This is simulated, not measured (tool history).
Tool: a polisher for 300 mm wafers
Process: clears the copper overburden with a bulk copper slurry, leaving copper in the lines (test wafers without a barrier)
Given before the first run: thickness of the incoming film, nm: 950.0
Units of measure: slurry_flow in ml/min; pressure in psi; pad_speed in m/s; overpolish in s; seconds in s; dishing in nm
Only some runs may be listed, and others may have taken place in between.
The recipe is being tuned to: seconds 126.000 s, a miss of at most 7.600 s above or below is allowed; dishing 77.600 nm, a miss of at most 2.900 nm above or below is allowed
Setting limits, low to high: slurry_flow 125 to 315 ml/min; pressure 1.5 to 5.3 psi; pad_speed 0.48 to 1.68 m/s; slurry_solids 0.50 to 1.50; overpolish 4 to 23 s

| run | hour | slurry_flow | pressure | pad_speed | slurry_solids | overpolish | seconds | dishing |
|---|---|---|---|---|---|---|---|---|
| 1 | 0.0 | 205 | 3.4 | 1.08 | 1.00 | 12 | 76.828 | 80.931 |
| 2 | 0.6 | 205 | 3.2 | 1.06 | 1.00 | 13 | 78.900 | 83.636 |
| 3 | 5.8 | 205 | 3.0 | 1.04 | 1.00 | 14 | 81.770 | 80.758 |
| 4 | 12.7 | 205 | 3.0 | 1.20 | 1.00 | 14 | 73.695 | 87.112 |
| 5 | 21.2 | 205 | 3.0 | 1.44 | 1.00 | 14 | 65.077 | 92.252 |
| 6 | 23.3 | 205 | 2.8 | 1.36 | 1.00 | 15 | 70.757 | 93.293 |
| 7 | 29.1 | 205 | 2.6 | 1.30 | 1.00 | 16 | 75.981 | 89.024 |
| 8 | 31.8 | 205 | 2.5 | 1.24 | 1.00 | 17 | 81.947 | 90.020 |
| 9 | 40.6 | 205 | 2.4 | 1.20 | 1.00 | 17 | 85.888 | 85.105 |
| 10 | 48.0 | 205 | 2.3 | 1.16 | 1.00 | 18 | 90.385 | 85.755 |

Which single option among these 4 for the next run brings every result within its allowed miss of target? Just one does.
| A | 55.4 | 235 | 2.0 | 0.92 | 0.75 | 18 | ? | ? |
| B | 55.4 | 185 | 1.9 | 0.92 | 1.00 | 21 | ? | ? |
| C | 55.4 | 205 | 1.8 | 1.12 | 1.05 | 19 | ? | ? |
| D | 55.4 | 190 | 3.1 | 1.38 | 1.20 | 13 | ? | ? |

| move | seconds | dishing |
|---|---|---|
| A | 125.340 | 70.281 |
| B | 121.780 | 77.361 |
| C | 105.100 | 78.685 |
| D | 61.516 | 91.990 |
A: brings the last run's worst result on target, with another outside its allowed miss
B: hits every target within its allowed miss
C: nearer than the last run, and not there yet
D: moves away from the targets compared with the last run
Move B is the one to make.
